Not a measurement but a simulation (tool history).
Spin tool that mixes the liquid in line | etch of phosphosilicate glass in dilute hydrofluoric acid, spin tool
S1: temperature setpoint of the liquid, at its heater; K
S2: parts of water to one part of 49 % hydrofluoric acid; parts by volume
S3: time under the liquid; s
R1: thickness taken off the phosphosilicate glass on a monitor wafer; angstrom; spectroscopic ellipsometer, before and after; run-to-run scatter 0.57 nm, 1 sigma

run 1 hour=0.0 | S1=298.15 S2=230 S3=50 | R1=249.33
run 2 hour=3.1 | S1=301.65 S2=230 S3=50 | R1=280.39
run 3 hour=9.8 | S1=301.65 S2=150 S3=50 | R1=473.62
run 4 hour=15.2 | S1=301.65 S2=80 S3=50 | R1=982.73
run 5 hour=23.5 | S1=301.65 S2=45 S3=50 | R1=1846.20
run 6 hour=29.3 | S1=301.65 S2=65 S3=50 | R1=1243.20
run 7 hour=33.7 | S1=301.65 S2=80 S3=50 | R1=995.00
run 8 hour=34.8 | S1=301.65 S2=90 S3=50 | R1=857.07
run 9 hour=42.8 | S1=302.15 S2=95 S3=50 | R1=827.70
run 10 hour=44.0 | S1=302.65 S2=100 S3=50 | R1=793.84
run 11 hour=53.0 | S1=303.15 S2=105 S3=50 | R1=772.65
run 12 hour=60.1 | S1=303.65 S2=110 S3=50 | R1=736.39
run 13 hour=65.0 | S1=303.65 S2=115 S3=50 | R1=704.31

The next listed run, before its measurement:
run 14 hour=72.7 | S1=303.65 S2=120 S3=50 | R1=?

For run 14 the tool returned R1 669.49 angstrom.
